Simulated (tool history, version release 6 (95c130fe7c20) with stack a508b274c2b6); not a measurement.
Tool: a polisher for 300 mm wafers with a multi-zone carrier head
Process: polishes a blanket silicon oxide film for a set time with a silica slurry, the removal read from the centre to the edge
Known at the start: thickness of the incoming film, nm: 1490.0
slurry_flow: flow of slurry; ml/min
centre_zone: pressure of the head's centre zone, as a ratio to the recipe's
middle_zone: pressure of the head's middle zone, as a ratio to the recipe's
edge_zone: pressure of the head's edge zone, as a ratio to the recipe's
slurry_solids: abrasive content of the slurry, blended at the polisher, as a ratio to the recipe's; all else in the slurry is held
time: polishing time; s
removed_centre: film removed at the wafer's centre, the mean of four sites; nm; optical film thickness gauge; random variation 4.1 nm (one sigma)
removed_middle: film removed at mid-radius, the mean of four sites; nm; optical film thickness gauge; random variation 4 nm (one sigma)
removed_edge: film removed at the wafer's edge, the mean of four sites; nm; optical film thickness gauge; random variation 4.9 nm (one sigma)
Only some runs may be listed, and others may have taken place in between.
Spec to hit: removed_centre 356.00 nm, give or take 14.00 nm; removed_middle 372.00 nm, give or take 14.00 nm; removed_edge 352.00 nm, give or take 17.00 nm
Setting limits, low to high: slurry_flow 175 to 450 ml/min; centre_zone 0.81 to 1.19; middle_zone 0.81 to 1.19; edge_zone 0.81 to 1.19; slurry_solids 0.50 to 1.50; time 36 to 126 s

run  hour  slurry_flow  centre_zone  middle_zone  edge_zone  slurry_solids  time  removed_centre  removed_middle  removed_edge
  1   0.0          290         1.00         1.00       1.00           1.00    81          266.81          254.60        257.13
  2   8.8          290         1.00         1.03       1.00           1.00    81          272.33          255.75        254.59
  3  13.8          290         1.00         0.94       1.00           1.00    81          272.46          237.05        252.17
  4  20.9          290         1.00         0.90       1.00           1.00    81          268.12          227.82        261.72
  5  26.0          290         1.00         0.90       1.00           1.10    81          290.98          248.66        274.53
     31.7  -- centre zone pressure recalibrated
  6  31.7          290         1.00         0.96       1.00           1.10    81          267.77          252.57        271.86
  7  36.4          300         1.04         0.99       0.98           1.15    83          291.65          275.80        290.29
  8  37.3          330         1.14         1.09       1.02           1.40    84          359.90          337.16        317.44
  9  43.0          330         1.12         1.09       1.03           1.40    85          362.90          343.51        321.01
 10  46.5          325         1.02         1.13       1.13           1.50    85          346.80          366.88        360.93
 11  51.6          325         1.03         1.13       1.12           1.50    85          340.29          359.13        359.80

5 candidate next runs follow, results not yet known. Just one meets every target within its allowed miss. Identify it.
  A  56.7          350         0.91         1.19       0.96           1.50    87               ?               ?             ?
  B  56.7          365         0.93         1.19       1.17           1.45    86               ?               ?             ?
  C  56.7          340         1.07         1.15       1.11           1.50    86               ?               ?             ?
  D  56.7          300         0.95         1.15       1.14           1.50    91               ?               ?             ?
  E  56.7          230         0.99         1.13       1.07           1.45    89               ?               ?             ?

move  removed_centre  removed_middle  removed_edge
   A          310.11          394.38        341.58
   B          309.87          385.26        368.07
   C          359.99          377.34        362.22
   D          334.53          395.91        385.85
   E          328.38          368.10        354.60
A: further off than the last run
B: further off than the last run
C: every result within its allowed miss
D: further off than the last run
E: further off than the last run
The right move is C.
